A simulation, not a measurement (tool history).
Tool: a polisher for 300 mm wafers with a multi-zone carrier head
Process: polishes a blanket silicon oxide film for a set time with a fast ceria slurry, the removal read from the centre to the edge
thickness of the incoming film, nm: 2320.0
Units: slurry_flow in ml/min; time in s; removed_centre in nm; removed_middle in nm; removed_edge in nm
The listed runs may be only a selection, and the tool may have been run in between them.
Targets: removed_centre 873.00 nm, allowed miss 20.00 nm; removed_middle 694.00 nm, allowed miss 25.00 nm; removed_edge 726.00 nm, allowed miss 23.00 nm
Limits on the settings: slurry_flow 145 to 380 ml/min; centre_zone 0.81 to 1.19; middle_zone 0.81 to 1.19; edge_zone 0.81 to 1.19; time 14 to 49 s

run  hour  slurry_flow  centre_zone  middle_zone  edge_zone  time  removed_centre  removed_middle  removed_edge
  1   0.0          245         1.00         1.00       1.00    31          529.20          540.70        510.50
  2   4.5          270         1.07         0.99       1.05    34          625.17          597.72        580.18
  3   8.3          285         1.11         0.96       1.05    36          698.22          621.65        622.46
  4   9.1          300         1.14         0.95       1.06    37          736.25          634.56        645.23
  5  17.1          300         1.14         0.99       1.06    37          741.55          641.01        643.29
  6  24.3          300         1.14         0.99       1.13    37          744.42          650.37        672.41
     32.8  -- worn pad replaced by a new one
  7  32.8          315         1.16         0.97       1.11    38          844.09          720.18        737.36
  8  34.1          325         1.19         0.90       1.07    36          820.75          641.70        688.08
  9  42.8          340         1.19         0.91       1.07    36          831.24          641.73        694.29

4 candidate next runs follow, results not yet known. Just one meets every target within its allowed miss. Identify it.
  A  51.5          305         1.17         1.05       0.96    36               ?               ?             ?
  B  51.5          350         1.13         0.94       0.99    37               ?               ?             ?
  C  51.5          255         1.12         0.85       1.15    38               ?               ?             ?
  D  51.5          320         1.19         0.93       1.07    38               ?               ?             ?

move  removed_centre  removed_middle  removed_edge
   A          802.59          714.86        645.78
   B          807.33          678.12        681.31
   C          791.71          619.63        735.92
   D          865.55          684.30        722.37
A: the worst result of the last run now meets its target, but another is out of spec
B: the worst result of the last run now meets its target, but another is out of spec
C: moves away from the targets compared with the last run
D: each result inside its tolerance
Correct choice: D, which meets every target
